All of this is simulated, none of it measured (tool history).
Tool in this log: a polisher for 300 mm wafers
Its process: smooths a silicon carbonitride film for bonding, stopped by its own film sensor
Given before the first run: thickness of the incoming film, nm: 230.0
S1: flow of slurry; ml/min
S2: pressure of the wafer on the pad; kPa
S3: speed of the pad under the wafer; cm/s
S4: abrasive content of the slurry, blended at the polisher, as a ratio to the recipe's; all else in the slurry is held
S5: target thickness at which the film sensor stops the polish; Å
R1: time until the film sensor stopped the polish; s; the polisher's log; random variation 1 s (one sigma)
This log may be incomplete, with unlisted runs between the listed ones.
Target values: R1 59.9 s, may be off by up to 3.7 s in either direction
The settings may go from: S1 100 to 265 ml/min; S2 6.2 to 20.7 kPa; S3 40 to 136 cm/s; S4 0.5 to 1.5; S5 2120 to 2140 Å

run	hour	S1	S2	S3	S4	S5	R1
1	0	170	13.1	88	1	2120	87.999
2	5.2	170	13.8	88	1	2120	84.426
3	8.6	170	14.5	88	1	2120	80.761
4	13.5	170	11.7	88	1	2120	99.776
5	16.2	170	9	88	1	2120	132.43
6	23.9	170	9.7	88	1	2120	118.65
7	32.2	170	10.3	88	1	2120	112.89
8	38.6	170	14.5	98	1	2120	78.299
9	43.4	170	16.5	100	1	2120	64.096

Which one of the following 5 next-run settings gets every result inside its allowed miss? There is exactly one.
A	48.2	185	20	84	0.8	2140	?
B	48.2	215	16.5	82	0.95	2140	?
C	48.2	180	15.2	82	1.2	2130	?
D	48.2	175	16.5	90	1	2120	?
E	48.2	170	15.2	100	1.1	2120	?

move	R1
A	60.146
B	65.651
C	68.76
D	68.793
E	66.568
A: meets every target
B: the biggest miss grows against the last run
C: the biggest miss grows against the last run
D: the biggest miss grows against the last run
E: the biggest miss grows against the last run
Move A is the one to make.
